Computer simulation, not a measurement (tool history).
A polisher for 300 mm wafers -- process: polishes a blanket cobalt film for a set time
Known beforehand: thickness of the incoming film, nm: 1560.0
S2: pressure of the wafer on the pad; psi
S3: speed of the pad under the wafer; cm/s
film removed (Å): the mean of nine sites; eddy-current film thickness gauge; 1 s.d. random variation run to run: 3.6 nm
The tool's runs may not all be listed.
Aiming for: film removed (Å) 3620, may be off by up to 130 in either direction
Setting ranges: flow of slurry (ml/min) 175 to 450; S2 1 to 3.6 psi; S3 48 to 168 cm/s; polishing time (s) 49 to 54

run 1 hour=0 | flow_of_slurry_(ml/min)=290 S2=2.3 S3=108 polishing_time_(s)=54 | film_removed_(Å)=2797.3
run 2 hour=4.6 | flow_of_slurry_(ml/min)=290 S2=2.3 S3=84 polishing_time_(s)=54 | film_removed_(Å)=2241.6
run 3 hour=5.5 | flow_of_slurry_(ml/min)=290 S2=2.3 S3=84 polishing_time_(s)=54 | film_removed_(Å)=2195.5
run 4 hour=10.9 | flow_of_slurry_(ml/min)=290 S2=2.7 S3=84 polishing_time_(s)=54 | film_removed_(Å)=2595.1
run 5 hour=13.5 | flow_of_slurry_(ml/min)=340 S2=2.7 S3=84 polishing_time_(s)=54 | film_removed_(Å)=2687.3
run 6 hour=21.2 | flow_of_slurry_(ml/min)=340 S2=2.3 S3=84 polishing_time_(s)=54 | film_removed_(Å)=2257.2
run 7 hour=24.6 | flow_of_slurry_(ml/min)=340 S2=2.6 S3=84 polishing_time_(s)=54 | film_removed_(Å)=2551.7
run 8 hour=31.1 | flow_of_slurry_(ml/min)=340 S2=2.9 S3=84 polishing_time_(s)=54 | film_removed_(Å)=2773.2
run 9 hour=39.8 | flow_of_slurry_(ml/min)=340 S2=3.1 S3=86 polishing_time_(s)=54 | film_removed_(Å)=3093.5
-- hour=41.2 head pressure recalibrated
run 10 hour=41.2 | flow_of_slurry_(ml/min)=340 S2=3.2 S3=86 polishing_time_(s)=54 | film_removed_(Å)=3388.4

Which single option among these 5 for the next run brings every result within its allowed miss of target? Just one does.
run A hour=42.6 | flow_of_slurry_(ml/min)=360 S2=3.3 S3=90 polishing_time_(s)=53 | film_removed_(Å)=?
run B hour=42.6 | flow_of_slurry_(ml/min)=345 S2=2.7 S3=98 polishing_time_(s)=54 | film_removed_(Å)=?
run C hour=42.6 | flow_of_slurry_(ml/min)=400 S2=3.1 S3=94 polishing_time_(s)=49 | film_removed_(Å)=?
run D hour=42.6 | flow_of_slurry_(ml/min)=335 S2=3.3 S3=82 polishing_time_(s)=52 | film_removed_(Å)=?
run E hour=42.6 | flow_of_slurry_(ml/min)=340 S2=3.2 S3=86 polishing_time_(s)=49 | film_removed_(Å)=?

move=A film_removed_(Å)=3637.6
move=B film_removed_(Å)=3296.3
move=C film_removed_(Å)=3325.1
move=D film_removed_(Å)=3243.8
move=E film_removed_(Å)=3108.9
A: in spec on every target
B: misses by more than the last run did
C: misses by more than the last run did
D: misses by more than the last run did
E: misses by more than the last run did
So the answer is move A, the one that meets all the targets.
